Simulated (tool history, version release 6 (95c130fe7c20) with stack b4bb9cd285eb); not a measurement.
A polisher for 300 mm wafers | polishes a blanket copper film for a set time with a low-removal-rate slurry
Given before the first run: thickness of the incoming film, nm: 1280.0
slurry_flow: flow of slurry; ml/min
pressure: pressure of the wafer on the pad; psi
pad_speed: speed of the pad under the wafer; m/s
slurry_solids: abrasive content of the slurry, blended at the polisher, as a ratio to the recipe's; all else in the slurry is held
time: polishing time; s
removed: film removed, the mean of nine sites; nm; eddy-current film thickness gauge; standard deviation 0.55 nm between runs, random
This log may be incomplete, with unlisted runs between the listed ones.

run	hour	slurry_flow	pressure	pad_speed	slurry_solids	time	removed
1	0.0	225	1.9	1.16	1.0	41	79.452
2	7.4	225	2.2	1.16	1.0	41	88.198
3	14.4	225	2.0	1.14	1.0	41	80.852
4	16.3	225	1.6	1.14	1.0	41	68.812
5	21.8	225	1.6	0.90	1.0	41	54.558
6	26.5	225	1.9	0.90	1.0	41	62.460
7	32.7	225	1.9	0.90	1.0	41	62.447

Run 8 is up next; what results do you expect?
8	36.0	225	1.8	0.90	1.0	41	?

Run 8 came out at removed 59.573 nm.

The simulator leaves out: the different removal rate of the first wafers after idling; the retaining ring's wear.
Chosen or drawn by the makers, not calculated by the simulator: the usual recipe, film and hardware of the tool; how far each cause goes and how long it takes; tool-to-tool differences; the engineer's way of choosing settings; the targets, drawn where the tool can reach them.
